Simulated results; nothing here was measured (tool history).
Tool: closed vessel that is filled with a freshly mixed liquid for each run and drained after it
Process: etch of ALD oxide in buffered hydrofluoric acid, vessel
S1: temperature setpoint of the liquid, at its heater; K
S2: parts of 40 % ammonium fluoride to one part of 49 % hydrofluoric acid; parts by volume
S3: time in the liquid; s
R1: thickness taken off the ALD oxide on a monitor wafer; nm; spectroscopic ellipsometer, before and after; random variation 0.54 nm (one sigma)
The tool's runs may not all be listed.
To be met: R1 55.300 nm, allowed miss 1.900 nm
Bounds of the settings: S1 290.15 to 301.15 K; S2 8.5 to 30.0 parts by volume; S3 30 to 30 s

Run 1, hour 0.0: S1 293.15 K, S2 23.5 parts by volume, S3 30 s. Result: R1 24.726 nm.
Run 2, hour 1.8: S1 294.65 K, S2 21.5 parts by volume, S3 30 s. Result: R1 29.210 nm.
Run 3, hour 3.1: S1 295.65 K, S2 20.0 parts by volume, S3 30 s. Result: R1 31.861 nm.
Run 4, hour 8.5: S1 295.65 K, S2 20.0 parts by volume, S3 30 s. Result: R1 32.581 nm.
Run 5, hour 15.3: S1 295.65 K, S2 25.0 parts by volume, S3 30 s. Result: R1 27.509 nm.
Run 6, hour 21.8: S1 296.65 K, S2 23.0 parts by volume, S3 30 s. Result: R1 30.343 nm.
Run 7, hour 29.7: S1 297.65 K, S2 21.0 parts by volume, S3 30 s. Result: R1 34.999 nm.
Run 8, hour 30.4: S1 298.15 K, S2 19.5 parts by volume, S3 30 s. Result: R1 38.402 nm.
Run 9, hour 35.7: S1 298.65 K, S2 18.5 parts by volume, S3 30 s. Result: R1 42.017 nm.
Run 10, hour 36.7: S1 299.15 K, S2 18.0 parts by volume, S3 30 s. Result: R1 43.636 nm.
Run 11, hour 38.7: S1 301.15 K, S2 13.0 parts by volume, S3 30 s. Result: R1 66.519 nm.
Run 12, hour 44.9: S1 300.65 K, S2 13.0 parts by volume, S3 30 s. Result: R1 64.916 nm.
Run 13, hour 48.6: S1 300.15 K, S2 13.0 parts by volume, S3 30 s. Result: R1 62.879 nm.
Run 14, hour 50.9: S1 299.65 K, S2 13.0 parts by volume, S3 30 s. Result: R1 60.677 nm.

5 next moves are on the table. One of them brings every result within its allowed miss. Which?
Run A, hour 53.2: S1 298.65 K, S2 11.5 parts by volume, S3 30 s. Result: R1 ?.
Run B, hour 53.2: S1 301.15 K, S2 12.5 parts by volume, S3 30 s. Result: R1 ?.
Run C, hour 53.2: S1 297.15 K, S2 12.5 parts by volume, S3 30 s. Result: R1 ?.
Run D, hour 53.2: S1 301.15 K, S2 13.5 parts by volume, S3 30 s. Result: R1 ?.
Run E, hour 53.2: S1 300.65 K, S2 12.0 parts by volume, S3 30 s. Result: R1 ?.

move      R1
   A  65.737
   B  69.285
   C  55.854
   D  64.260
   E  70.209
A: further off than the last run
B: further off than the last run
C: meets every target
D: further off than the last run
E: further off than the last run
Move C is the one to make.

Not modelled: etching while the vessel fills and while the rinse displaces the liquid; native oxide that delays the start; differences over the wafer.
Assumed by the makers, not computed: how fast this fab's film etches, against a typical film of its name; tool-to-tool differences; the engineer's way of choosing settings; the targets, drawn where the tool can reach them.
